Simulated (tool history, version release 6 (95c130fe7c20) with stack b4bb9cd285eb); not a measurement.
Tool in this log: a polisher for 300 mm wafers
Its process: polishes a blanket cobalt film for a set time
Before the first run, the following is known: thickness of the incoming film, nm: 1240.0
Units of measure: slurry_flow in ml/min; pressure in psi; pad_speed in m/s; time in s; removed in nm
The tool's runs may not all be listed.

run 1 hour=0.0 | slurry_flow=220 pressure=1.6 pad_speed=0.82 time=40 | removed=142.58
run 2 hour=6.2 | slurry_flow=220 pressure=1.7 pad_speed=0.82 time=40 | removed=149.05
run 3 hour=10.0 | slurry_flow=220 pressure=1.8 pad_speed=0.82 time=40 | removed=159.91
run 4 hour=11.5 | slurry_flow=220 pressure=1.8 pad_speed=0.82 time=36 | removed=142.13
run 5 hour=12.4 | slurry_flow=220 pressure=1.8 pad_speed=0.66 time=36 | removed=117.79
-- hour=17.5 worn pad replaced by a new one
run 6 hour=17.5 | slurry_flow=220 pressure=1.8 pad_speed=0.80 time=36 | removed=155.37
run 7 hour=26.2 | slurry_flow=230 pressure=2.0 pad_speed=0.80 time=36 | removed=173.08

For run 8, what comes out?
run 8 hour=27.3 | slurry_flow=240 pressure=2.0 pad_speed=0.80 time=36 | removed=?

{"run 8": {"removed": 175.56}}
